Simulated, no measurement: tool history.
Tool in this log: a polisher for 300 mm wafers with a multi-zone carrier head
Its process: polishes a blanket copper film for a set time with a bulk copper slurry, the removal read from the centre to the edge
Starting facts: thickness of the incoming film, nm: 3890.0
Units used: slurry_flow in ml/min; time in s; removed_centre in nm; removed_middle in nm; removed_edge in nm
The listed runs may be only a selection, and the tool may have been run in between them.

run	hour	slurry_flow	centre_zone	middle_zone	edge_zone	slurry_solids	time	removed_centre	removed_middle	removed_edge
1	0	180	1	1	1	1	52	493.11	503.2	503.58
2	2.5	150	1	1	1	1	52	471.99	484.24	485.99
3	6.9	150	1	1	1.07	1	52	481.7	475.24	505.38
4	11.7	135	1	1	1.07	1	52	465.46	477.77	496.44
5	19.3	135	1	0.98	1.04	0.85	44	383.23	384.38	412.78
6	20.3	135	1	0.98	1.04	0.65	44	358.29	362.81	386.86
7	22.7	135	1.01	0.97	1.01	0.6	38	307.18	309.67	325.27

Predict the results of run 8:
8	30.9	135	1.01	0.95	0.98	0.55	36	?	?	?

{"run 8": {"removed_centre": 295.88, "removed_middle": 274.45, "removed_edge": 297.73}}
